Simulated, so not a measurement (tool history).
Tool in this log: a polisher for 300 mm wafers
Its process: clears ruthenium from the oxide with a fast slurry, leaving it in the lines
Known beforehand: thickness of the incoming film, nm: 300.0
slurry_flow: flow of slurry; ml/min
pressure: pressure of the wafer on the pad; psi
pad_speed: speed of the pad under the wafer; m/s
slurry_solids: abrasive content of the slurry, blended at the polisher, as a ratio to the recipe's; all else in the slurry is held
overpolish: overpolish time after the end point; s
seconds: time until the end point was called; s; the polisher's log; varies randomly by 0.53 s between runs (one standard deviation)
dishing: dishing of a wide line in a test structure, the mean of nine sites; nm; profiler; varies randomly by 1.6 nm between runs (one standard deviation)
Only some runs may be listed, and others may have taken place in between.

run 1 hour=0.0 | slurry_flow=300 pressure=2.8 pad_speed=1.14 slurry_solids=1.0 overpolish=9 | seconds=56.029 dishing=35.021
run 2 hour=8.0 | slurry_flow=300 pressure=3.1 pad_speed=1.14 slurry_solids=1.0 overpolish=9 | seconds=51.651 dishing=37.859
run 3 hour=14.2 | slurry_flow=300 pressure=3.3 pad_speed=1.16 slurry_solids=1.0 overpolish=9 | seconds=46.465 dishing=41.781
run 4 hour=17.2 | slurry_flow=335 pressure=3.3 pad_speed=1.16 slurry_solids=1.0 overpolish=9 | seconds=47.114 dishing=41.403
run 5 hour=24.3 | slurry_flow=335 pressure=3.5 pad_speed=1.18 slurry_solids=1.0 overpolish=9 | seconds=44.194 dishing=45.166
run 6 hour=33.0 | slurry_flow=270 pressure=3.5 pad_speed=1.18 slurry_solids=1.0 overpolish=9 | seconds=45.227 dishing=42.753

Run 7 is up next; what results do you expect?
run 7 hour=35.6 | slurry_flow=280 pressure=4.3 pad_speed=1.22 slurry_solids=1.0 overpolish=12 | seconds=? dishing=?

For run 7 the tool returned seconds 35.851 s, dishing 64.684 nm.
